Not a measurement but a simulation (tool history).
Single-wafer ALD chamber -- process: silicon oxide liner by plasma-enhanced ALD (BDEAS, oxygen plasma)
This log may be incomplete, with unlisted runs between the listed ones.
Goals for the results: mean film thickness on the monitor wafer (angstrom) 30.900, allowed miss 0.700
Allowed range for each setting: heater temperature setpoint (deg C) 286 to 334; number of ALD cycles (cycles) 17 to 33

run,day,heater temperature setpoint (deg C),number of ALD cycles (cycles),mean film thickness on the monitor wafer (angstrom)
1,0.000,310,25,23.697
2,0.088,305,25,24.070
3,0.325,299,25,24.321
4,0.458,298,27,26.535
5,0.483,297,28,27.319
6,0.721,296,29,28.591
7,0.946,296,30,29.460
8,1.062,295,30,29.732

Next run, 4 choices. One meets every target within its allowed miss, the rest don't. Which?
A,1.179,290,28,?
B,1.179,302,30,?
C,1.179,292,31,?
D,1.179,294,28,?

move,mean film thickness on the monitor wafer (angstrom)
A,28.207
B,28.835
C,30.980
D,27.758
A: the biggest miss grows against the last run
B: the biggest miss grows against the last run
C: meets every target
D: the biggest miss grows against the last run
Move C is the one to make.
